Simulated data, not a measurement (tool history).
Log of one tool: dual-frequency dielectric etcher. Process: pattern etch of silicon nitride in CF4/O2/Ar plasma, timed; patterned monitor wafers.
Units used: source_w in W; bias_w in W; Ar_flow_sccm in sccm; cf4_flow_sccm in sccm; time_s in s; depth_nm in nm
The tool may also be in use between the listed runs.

Run 1, hour 0.0: source_w 520 W, bias_w 66 W, Ar_flow_sccm 71 sccm, cf4_flow_sccm 104 sccm, time_s 9.5 s. Result: depth_nm 19.047 nm.
Run 2, hour 4.3: source_w 550 W, bias_w 66 W, Ar_flow_sccm 71 sccm, cf4_flow_sccm 104 sccm, time_s 9.5 s. Result: depth_nm 20.189 nm.
Run 3, hour 12.6: source_w 570 W, bias_w 66 W, Ar_flow_sccm 71 sccm, cf4_flow_sccm 104 sccm, time_s 9.5 s. Result: depth_nm 20.805 nm.
Run 4, hour 14.2: source_w 590 W, bias_w 66 W, Ar_flow_sccm 71 sccm, cf4_flow_sccm 104 sccm, time_s 9.5 s. Result: depth_nm 21.356 nm.
Run 5, hour 20.2: source_w 600 W, bias_w 66 W, Ar_flow_sccm 71 sccm, cf4_flow_sccm 104 sccm, time_s 9.5 s. Result: depth_nm 21.767 nm.
Run 6, hour 24.4: source_w 610 W, bias_w 66 W, Ar_flow_sccm 71 sccm, cf4_flow_sccm 104 sccm, time_s 9.5 s. Result: depth_nm 22.267 nm.

For run 7, what comes out?
Run 7, hour 26.1: source_w 620 W, bias_w 66 W, Ar_flow_sccm 71 sccm, cf4_flow_sccm 104 sccm, time_s 9.5 s. Result: depth_nm ?.

depth_nm: 22.359 nm
